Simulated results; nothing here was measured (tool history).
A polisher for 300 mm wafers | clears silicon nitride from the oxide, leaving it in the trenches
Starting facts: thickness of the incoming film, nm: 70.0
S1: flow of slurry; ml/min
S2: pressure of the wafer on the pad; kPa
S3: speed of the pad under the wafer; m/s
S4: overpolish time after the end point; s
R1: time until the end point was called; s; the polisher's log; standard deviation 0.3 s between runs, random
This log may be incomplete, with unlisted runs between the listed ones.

run	hour	S1	S2	S3	S4	R1
1	0.0	220	24.1	1.14	34	51.292
2	5.8	220	26.9	1.14	34	46.152
3	6.7	220	26.9	1.14	34	46.397
4	10.4	185	26.9	1.14	34	47.053
5	18.5	150	26.9	1.14	34	48.245
6	22.5	150	26.9	1.36	34	40.832

Expected results for the next run?
7	26.5	155	29.0	1.36	34	?

For run 7 the tool returned R1 38.413 s.
